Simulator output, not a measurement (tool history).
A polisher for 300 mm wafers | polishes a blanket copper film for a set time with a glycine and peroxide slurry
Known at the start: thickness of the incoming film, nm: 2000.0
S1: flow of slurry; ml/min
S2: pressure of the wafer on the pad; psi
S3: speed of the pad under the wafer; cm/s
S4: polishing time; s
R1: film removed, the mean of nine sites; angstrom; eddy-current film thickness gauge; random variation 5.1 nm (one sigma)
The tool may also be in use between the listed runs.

run  hour   S1   S2  S3  S4      R1
  1     0  210  3.2  86  80  4334.9
  2   5.2  220  3.7  86  80  4829.2
  3   6.4  220  3.1  86  80  4347.2
  4    10  220  2.5  86  80  3687.8
  5  10.9  230  3.2  86  80  4416.9
  6  17.6  230  3.8  86  80  4997.8
  7  22.6  255  4.7  88  80  6081.5

Forecast run 8:
  8  28.2  255  4.8  88  80   ?

R1: 6193.7 angstrom

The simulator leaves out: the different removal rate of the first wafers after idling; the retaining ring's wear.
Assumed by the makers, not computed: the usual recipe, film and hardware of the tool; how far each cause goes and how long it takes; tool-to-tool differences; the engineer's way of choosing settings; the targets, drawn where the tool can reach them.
